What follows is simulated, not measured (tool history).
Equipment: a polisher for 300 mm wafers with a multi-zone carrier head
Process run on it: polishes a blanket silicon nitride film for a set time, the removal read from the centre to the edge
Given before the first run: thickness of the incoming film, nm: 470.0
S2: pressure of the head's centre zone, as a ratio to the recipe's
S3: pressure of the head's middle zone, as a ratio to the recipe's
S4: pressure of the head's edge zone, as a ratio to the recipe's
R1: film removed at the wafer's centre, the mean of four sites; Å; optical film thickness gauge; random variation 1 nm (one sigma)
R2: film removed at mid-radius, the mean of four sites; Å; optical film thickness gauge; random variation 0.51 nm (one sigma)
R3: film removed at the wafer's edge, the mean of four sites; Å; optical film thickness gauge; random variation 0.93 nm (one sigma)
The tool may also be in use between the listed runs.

run 1 hour=0 | flow_of_slurry_(ml/min)=295 S2=1 S3=1 S4=1 polishing_time_(s)=73 | R1=999.92 R2=1025.3 R3=1019.7
run 2 hour=3.3 | flow_of_slurry_(ml/min)=295 S2=1 S3=1 S4=0.96 polishing_time_(s)=73 | R1=1023.6 R2=1013 R3=969
run 3 hour=4.6 | flow_of_slurry_(ml/min)=295 S2=1 S3=1.05 S4=0.96 polishing_time_(s)=73 | R1=1024 R2=1057.7 R3=958.02
run 4 hour=6.5 | flow_of_slurry_(ml/min)=285 S2=1.01 S3=0.98 S4=0.94 polishing_time_(s)=67 | R1=937.3 R2=906.96 R3=883.32
run 5 hour=13.5 | flow_of_slurry_(ml/min)=275 S2=1.01 S3=0.93 S4=0.92 polishing_time_(s)=64 | R1=886.4 R2=830.23 R3=853.1
run 6 hour=14.5 | flow_of_slurry_(ml/min)=270 S2=1.02 S3=0.89 S4=0.9 polishing_time_(s)=62 | R1=858.79 R2=782.05 R3=823.08
run 7 hour=16.2 | flow_of_slurry_(ml/min)=270 S2=1.02 S3=0.89 S4=0.9 polishing_time_(s)=62 | R1=851.3 R2=774.54 R3=798.52

Run 8 has not been measured yet. What should we expect?
run 8 hour=23.4 | flow_of_slurry_(ml/min)=260 S2=1.04 S3=0.87 S4=0.91 polishing_time_(s)=60 | R1=? R2=? R3=?

R1: 866.85 Å
R2: 732.31 Å
R3: 793.94 Å

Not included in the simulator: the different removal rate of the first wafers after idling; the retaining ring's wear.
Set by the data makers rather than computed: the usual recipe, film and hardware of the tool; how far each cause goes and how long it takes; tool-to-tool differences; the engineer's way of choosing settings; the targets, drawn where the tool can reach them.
